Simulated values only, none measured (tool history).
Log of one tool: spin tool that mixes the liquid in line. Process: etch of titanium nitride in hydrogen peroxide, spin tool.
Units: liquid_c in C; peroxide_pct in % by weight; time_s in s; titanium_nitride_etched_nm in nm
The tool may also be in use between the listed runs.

Run 1, day 0.000: liquid_c 52.0 C, peroxide_pct 18.5 % by weight, time_s 200 s. Result: titanium_nitride_etched_nm 12.9090 nm.
Run 2, day 0.242: liquid_c 46.5 C, peroxide_pct 18.5 % by weight, time_s 200 s. Result: titanium_nitride_etched_nm 8.6696 nm.
Run 3, day 0.608: liquid_c 51.0 C, peroxide_pct 18.5 % by weight, time_s 200 s. Result: titanium_nitride_etched_nm 12.0470 nm.
Run 4, day 0.808: liquid_c 51.0 C, peroxide_pct 15.0 % by weight, time_s 200 s. Result: titanium_nitride_etched_nm 11.5570 nm.
Run 5, day 0.917: liquid_c 51.0 C, peroxide_pct 12.0 % by weight, time_s 200 s. Result: titanium_nitride_etched_nm 10.9710 nm.
Run 6, day 0.942: liquid_c 51.0 C, peroxide_pct 12.0 % by weight, time_s 200 s. Result: titanium_nitride_etched_nm 10.9680 nm.
Run 7, day 1.133: liquid_c 55.0 C, peroxide_pct 12.0 % by weight, time_s 200 s. Result: titanium_nitride_etched_nm 14.5410 nm.
Run 8, day 1.417: liquid_c 58.0 C, peroxide_pct 12.0 % by weight, time_s 200 s. Result: titanium_nitride_etched_nm 17.9520 nm.
Run 9, day 1.500: liquid_c 60.0 C, peroxide_pct 12.0 % by weight, time_s 200 s. Result: titanium_nitride_etched_nm 20.7650 nm.
Run 10, day 1.842: liquid_c 61.5 C, peroxide_pct 12.0 % by weight, time_s 200 s. Result: titanium_nitride_etched_nm 22.8450 nm.

The next listed run, before its measurement:
Run 11, day 1.888: liquid_c 62.5 C, peroxide_pct 12.0 % by weight, time_s 200 s. Result: titanium_nitride_etched_nm ?.

{"run 11": {"titanium_nitride_etched_nm": 24.258}}
